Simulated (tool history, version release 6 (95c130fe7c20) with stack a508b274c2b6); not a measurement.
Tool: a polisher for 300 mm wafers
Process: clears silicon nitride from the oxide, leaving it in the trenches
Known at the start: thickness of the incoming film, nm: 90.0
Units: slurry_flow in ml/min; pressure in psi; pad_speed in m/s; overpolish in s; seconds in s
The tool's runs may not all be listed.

{"run": 1, "hour": 0.0, "slurry_flow": 255, "pressure": 2.3, "pad_speed": 0.8, "overpolish": 30, "seconds": 135.22}
{"run": 2, "hour": 8.3, "slurry_flow": 225, "pressure": 2.3, "pad_speed": 0.8, "overpolish": 30, "seconds": 135.4}
{"run": 3, "hour": 10.9, "slurry_flow": 290, "pressure": 2.3, "pad_speed": 0.8, "overpolish": 30, "seconds": 132.55}
{"run": 4, "hour": 12.1, "slurry_flow": 255, "pressure": 2.3, "pad_speed": 0.8, "overpolish": 30, "seconds": 136.27}
{"run": 5, "hour": 13.7, "slurry_flow": 285, "pressure": 2.3, "pad_speed": 0.8, "overpolish": 30, "seconds": 130.57}
{"run": 6, "hour": 17.4, "slurry_flow": 320, "pressure": 2.3, "pad_speed": 0.8, "overpolish": 30, "seconds": 130.75}

The next listed run, before its measurement:
{"run": 7, "hour": 19.7, "slurry_flow": 315, "pressure": 1.7, "pad_speed": 0.58, "overpolish": 30, "seconds": "?"}

{"run 7": {"seconds": 244.29}}

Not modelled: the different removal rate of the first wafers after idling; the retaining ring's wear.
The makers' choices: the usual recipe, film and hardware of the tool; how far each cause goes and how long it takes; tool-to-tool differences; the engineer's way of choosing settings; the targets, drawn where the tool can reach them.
